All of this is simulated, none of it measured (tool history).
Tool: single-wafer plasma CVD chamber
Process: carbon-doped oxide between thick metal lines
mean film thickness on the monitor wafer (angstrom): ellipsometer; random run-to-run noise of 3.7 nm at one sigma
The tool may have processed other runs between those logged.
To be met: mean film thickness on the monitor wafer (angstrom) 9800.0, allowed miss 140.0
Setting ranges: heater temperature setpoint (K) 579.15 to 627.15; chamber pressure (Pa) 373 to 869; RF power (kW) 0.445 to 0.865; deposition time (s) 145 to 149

run,hour,heater temperature setpoint (K),chamber pressure (Pa),RF power (kW),deposition time (s),mean film thickness on the monitor wafer (angstrom)
1,0.0,603.15,621,0.655,145,8921.5
2,8.5,612.15,621,0.655,145,8662.6
3,10.1,621.15,621,0.655,145,8549.7
4,17.6,619.15,653,0.660,145,8697.6
5,23.6,617.15,679,0.665,145,8781.2
6,30.9,615.15,703,0.670,145,8902.7
7,33.0,613.15,724,0.675,145,9115.7
8,34.6,611.15,736,0.675,145,9155.4
9,36.9,609.15,748,0.675,145,9180.8
10,40.2,607.15,761,0.675,145,9233.0
11,44.4,606.15,775,0.675,145,9329.7
12,47.7,605.15,784,0.675,145,9360.6
13,49.4,604.15,793,0.675,145,9455.2
14,57.3,603.15,799,0.675,145,9456.7
15,64.4,602.15,805,0.675,145,9552.0

4 candidate next runs follow, results not yet known. Just one meets every target within its allowed miss. Identify it.
A,71.5,611.15,747,0.690,145,?
B,71.5,608.15,859,0.665,146,?
C,71.5,597.15,744,0.645,145,?
D,71.5,601.15,805,0.675,148,?

move,mean film thickness on the monitor wafer (angstrom)
A,9265.0
B,9344.4
C,9319.7
D,9733.5
A: lands further from the targets than the last run did
B: lands further from the targets than the last run did
C: lands further from the targets than the last run did
D: every result within its allowed miss
Move D is the one to make.

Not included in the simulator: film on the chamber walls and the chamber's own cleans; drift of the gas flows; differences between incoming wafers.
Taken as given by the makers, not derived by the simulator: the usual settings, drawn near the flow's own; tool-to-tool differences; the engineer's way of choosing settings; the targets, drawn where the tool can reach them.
